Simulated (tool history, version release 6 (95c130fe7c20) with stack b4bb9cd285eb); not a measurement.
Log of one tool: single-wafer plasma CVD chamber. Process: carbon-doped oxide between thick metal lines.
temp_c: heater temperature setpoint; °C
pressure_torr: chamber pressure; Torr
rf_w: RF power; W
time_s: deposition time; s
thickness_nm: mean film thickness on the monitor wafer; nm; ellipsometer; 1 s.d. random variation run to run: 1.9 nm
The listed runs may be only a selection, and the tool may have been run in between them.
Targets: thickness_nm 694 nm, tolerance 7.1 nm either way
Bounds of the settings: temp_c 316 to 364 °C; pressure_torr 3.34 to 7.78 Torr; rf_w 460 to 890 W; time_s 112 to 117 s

run	hour	temp_c	pressure_torr	rf_w	time_s	thickness_nm
1	0	340	5.56	675	117	664.2
2	1.2	340	4.65	675	117	646.11
3	4.1	336	4.76	675	117	655.37
4	11.2	336	4.76	630	117	620.72
5	11.7	336	4.76	680	117	659.11
6	16.9	333	4.84	680	117	664.13
7	24.4	331	4.93	680	117	672.4
8	32.7	329	4.97	680	117	680.67
9	39.1	328	4.99	680	117	680.86
10	40.1	327	5.01	680	117	688.49
11	44.4	327	5.02	680	117	686.15

Which single option among these 4 for the next run brings every result within its allowed miss of target? Just one does.
A	48.7	326	4.94	675	115	?
B	48.7	327	5.19	675	116	?
C	48.7	322	4.37	675	117	?
D	48.7	318	4.02	705	116	?

move	thickness_nm
A	668.77
B	677.91
C	676.05
D	692.09
A: its largest miss is bigger than the last run's
B: its largest miss is bigger than the last run's
C: its largest miss is bigger than the last run's
D: in spec on every target
Go with D: it meets all targets.
